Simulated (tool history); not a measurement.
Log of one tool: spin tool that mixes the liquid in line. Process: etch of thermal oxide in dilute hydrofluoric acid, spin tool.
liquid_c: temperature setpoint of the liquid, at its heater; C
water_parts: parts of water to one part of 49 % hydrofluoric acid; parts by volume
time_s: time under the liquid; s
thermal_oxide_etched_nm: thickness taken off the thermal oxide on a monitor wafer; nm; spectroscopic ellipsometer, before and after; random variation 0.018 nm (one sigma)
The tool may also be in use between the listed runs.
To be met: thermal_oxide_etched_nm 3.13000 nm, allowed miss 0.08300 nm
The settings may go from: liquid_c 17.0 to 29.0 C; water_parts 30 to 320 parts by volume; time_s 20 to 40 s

run	day	liquid_c	water_parts	time_s	thermal_oxide_etched_nm
1	0.000	21.0	175	40	0.85329
2	0.242	19.5	175	40	0.80095
3	0.433	19.5	175	40	0.79588
4	0.771	19.5	145	40	0.99465
5	0.908	22.0	115	40	1.45830
6	1.125	22.0	115	20	0.72478
7	1.183	26.0	45	40	4.69710
8	1.542	23.0	45	40	4.18430
9	1.725	21.5	50	40	3.50560
10	2.092	20.5	50	40	3.34330
11	2.229	20.0	50	40	3.32440
12	2.425	19.5	50	40	3.23300

4 next moves are on the table. One of them brings every result within its allowed miss. Which?
A	2.621	20.5	50	40	?
B	2.621	19.0	50	40	?
C	2.621	18.0	45	40	?
D	2.621	19.5	55	40	?

move	thermal_oxide_etched_nm
A	3.35400
B	3.14660
C	3.36840
D	2.90510
A: further off than the last run
B: meets every target
C: further off than the last run
D: takes the result that was furthest off past its target
Move B is the one to make.

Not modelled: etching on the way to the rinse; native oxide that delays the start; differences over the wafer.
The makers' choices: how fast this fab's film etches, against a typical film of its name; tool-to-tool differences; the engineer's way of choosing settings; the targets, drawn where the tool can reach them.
